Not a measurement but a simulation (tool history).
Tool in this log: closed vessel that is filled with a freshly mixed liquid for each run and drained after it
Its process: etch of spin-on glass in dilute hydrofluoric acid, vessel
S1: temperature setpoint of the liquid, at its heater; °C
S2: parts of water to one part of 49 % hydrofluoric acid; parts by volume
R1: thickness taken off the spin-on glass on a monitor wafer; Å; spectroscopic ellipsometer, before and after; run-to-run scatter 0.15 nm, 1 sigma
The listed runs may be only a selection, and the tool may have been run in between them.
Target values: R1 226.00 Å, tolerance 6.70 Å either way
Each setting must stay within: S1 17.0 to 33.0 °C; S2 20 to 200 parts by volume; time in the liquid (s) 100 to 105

Run 1, hour 0.0: S1 25.0 °C, S2 110 parts by volume, time in the liquid (s) 100. Result: R1 276.41 Å.
Run 2, hour 1.5: S1 25.0 °C, S2 110 parts by volume, time in the liquid (s) 105. Result: R1 284.65 Å.
Run 3, hour 10.1: S1 23.5 °C, S2 110 parts by volume, time in the liquid (s) 105. Result: R1 269.67 Å.
Run 4, hour 18.1: S1 23.5 °C, S2 110 parts by volume, time in the liquid (s) 105. Result: R1 267.92 Å.
Run 5, hour 25.7: S1 22.5 °C, S2 110 parts by volume, time in the liquid (s) 105. Result: R1 259.26 Å.
Run 6, hour 33.8: S1 25.0 °C, S2 110 parts by volume, time in the liquid (s) 105. Result: R1 286.94 Å.
Run 7, hour 41.6: S1 23.5 °C, S2 110 parts by volume, time in the liquid (s) 105. Result: R1 267.69 Å.
Run 8, hour 42.3: S1 22.5 °C, S2 110 parts by volume, time in the liquid (s) 105. Result: R1 259.08 Å.
Run 9, hour 47.2: S1 21.5 °C, S2 110 parts by volume, time in the liquid (s) 105. Result: R1 247.39 Å.
Run 10, hour 49.7: S1 21.0 °C, S2 110 parts by volume, time in the liquid (s) 105. Result: R1 245.03 Å.

Next run, 4 choices. One meets every target within its allowed miss, the rest don't. Which?
Run A, hour 52.2: S1 20.5 °C, S2 110 parts by volume, time in the liquid (s) 100. Result: R1 ?.
Run B, hour 52.2: S1 20.5 °C, S2 100 parts by volume, time in the liquid (s) 105. Result: R1 ?.
Run C, hour 52.2: S1 22.0 °C, S2 110 parts by volume, time in the liquid (s) 105. Result: R1 ?.
Run D, hour 52.2: S1 23.0 °C, S2 110 parts by volume, time in the liquid (s) 105. Result: R1 ?.

move      R1
   A  228.70
   B  267.12
   C  255.11
   D  265.49
A: hits every target within its allowed miss
B: further off than the last run
C: further off than the last run
D: further off than the last run
Correct choice: A, which meets every target

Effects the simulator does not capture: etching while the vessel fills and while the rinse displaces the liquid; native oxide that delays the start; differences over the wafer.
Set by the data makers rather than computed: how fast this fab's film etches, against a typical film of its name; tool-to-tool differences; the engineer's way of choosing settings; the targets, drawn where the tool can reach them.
